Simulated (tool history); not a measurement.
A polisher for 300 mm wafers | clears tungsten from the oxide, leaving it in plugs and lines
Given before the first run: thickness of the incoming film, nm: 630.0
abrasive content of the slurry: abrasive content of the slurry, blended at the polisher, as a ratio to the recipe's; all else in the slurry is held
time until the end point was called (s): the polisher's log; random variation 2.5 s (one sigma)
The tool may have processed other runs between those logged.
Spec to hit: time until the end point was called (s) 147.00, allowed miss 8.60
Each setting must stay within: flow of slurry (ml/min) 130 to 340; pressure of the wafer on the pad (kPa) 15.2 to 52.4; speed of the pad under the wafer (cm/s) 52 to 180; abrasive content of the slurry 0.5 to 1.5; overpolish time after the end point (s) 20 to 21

run	hour	flow of slurry (ml/min)	pressure of the wafer on the pad (kPa)	speed of the pad under the wafer (cm/s)	abrasive content of the slurry	overpolish time after the end point (s)	time until the end point was called (s)
1	0.0	220	33.8	116	1.0	20	102.96
2	1.0	220	33.8	116	1.0	20	103.81
3	2.6	220	33.8	116	1.0	20	102.75
4	10.6	195	33.8	116	1.0	20	106.02
5	19.0	195	33.8	116	0.8	20	109.63
6	22.4	195	31.7	116	0.8	20	117.08
7	24.6	195	30.3	116	0.8	20	122.09
8	27.7	195	29.0	116	0.8	20	123.31
9	36.5	195	27.6	116	0.8	20	127.09
10	39.2	195	26.2	116	0.8	20	130.02
11	41.4	195	24.8	116	0.8	20	135.83

Which single option among these 5 for the next run brings every result within its allowed miss of target? Just one does.
A	43.6	210	22.8	136	0.8	20	?
B	43.6	265	25.5	134	0.5	20	?
C	43.6	135	18.6	164	0.8	20	?
D	43.6	185	26.9	104	0.8	21	?
E	43.6	205	26.2	130	0.8	20	?

move	time until the end point was called (s)
A	124.33
B	123.98
C	126.71
D	146.27
E	118.28
A: further off than the last run
B: further off than the last run
C: further off than the last run
D: all results in spec
E: further off than the last run
Correct choice: D, which meets every target
